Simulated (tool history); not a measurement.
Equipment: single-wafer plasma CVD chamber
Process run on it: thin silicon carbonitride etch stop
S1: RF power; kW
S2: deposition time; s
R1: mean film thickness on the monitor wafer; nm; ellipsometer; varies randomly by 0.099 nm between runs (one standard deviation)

run	hour	S1	S2	R1
1	0.0	0.155	27.6	13.849
2	7.9	0.135	27.6	13.489
3	12.0	0.120	27.6	12.930
4	17.3	0.125	28.2	13.264
5	18.7	0.125	31.5	14.791
6	24.5	0.130	31.8	15.154

What will run 7 give?
7	31.6	0.135	32.0	?

Run 7 yielded R1 15.632 nm.
